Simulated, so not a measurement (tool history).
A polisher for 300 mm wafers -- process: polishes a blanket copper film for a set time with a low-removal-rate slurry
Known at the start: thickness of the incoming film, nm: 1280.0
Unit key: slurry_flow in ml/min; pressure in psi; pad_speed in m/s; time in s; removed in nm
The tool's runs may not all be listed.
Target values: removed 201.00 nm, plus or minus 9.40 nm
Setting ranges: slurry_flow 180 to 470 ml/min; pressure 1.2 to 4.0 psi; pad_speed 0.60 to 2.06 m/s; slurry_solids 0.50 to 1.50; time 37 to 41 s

| run | hour | slurry_flow | pressure | pad_speed | slurry_solids | time | removed |
|---|---|---|---|---|---|---|---|
| 1 | 0.0 | 300 | 2.6 | 1.32 | 1.00 | 41 | 118.37 |
| 2 | 7.2 | 300 | 2.9 | 1.34 | 1.00 | 41 | 130.40 |
| 3 | 13.4 | 300 | 3.1 | 1.38 | 1.00 | 41 | 142.26 |
| 4 | 16.7 | 300 | 3.3 | 1.40 | 1.00 | 41 | 157.08 |
| 5 | 24.4 | 300 | 3.4 | 1.40 | 1.00 | 41 | 158.78 |
| 6 | 33.0 | 300 | 3.5 | 1.42 | 1.00 | 41 | 169.43 |
| 7 | 38.9 | 300 | 3.5 | 1.42 | 1.00 | 41 | 164.30 |
| 8 | 44.6 | 300 | 3.6 | 1.44 | 1.00 | 41 | 171.57 |
| 9 | 46.8 | 300 | 3.7 | 1.46 | 1.00 | 41 | 179.99 |
| 10 | 48.1 | 300 | 3.7 | 1.46 | 1.00 | 41 | 180.60 |
| 11 | 48.8 | 300 | 3.8 | 1.46 | 1.00 | 41 | 179.76 |
| 12 | 53.5 | 300 | 3.8 | 1.46 | 1.00 | 41 | 181.63 |

Exercise: of the 5 proposed moves below, exactly one satisfies all targets within the stated allowed misses. Which move is it?
| A | 58.2 | 280 | 3.9 | 1.74 | 1.05 | 38 | ? |
| B | 58.2 | 275 | 3.7 | 1.40 | 1.05 | 38 | ? |
| C | 58.2 | 305 | 3.7 | 1.40 | 0.95 | 38 | ? |
| D | 58.2 | 350 | 4.0 | 1.38 | 1.00 | 37 | ? |
| E | 58.2 | 335 | 3.6 | 1.48 | 1.00 | 37 | ? |

| move | removed |
|---|---|
| A | 204.56 |
| B | 164.16 |
| C | 160.69 |
| D | 170.80 |
| E | 162.00 |
A: hits every target within its allowed miss
B: its largest miss is bigger than the last run's
C: its largest miss is bigger than the last run's
D: its largest miss is bigger than the last run's
E: its largest miss is bigger than the last run's
Answer: A
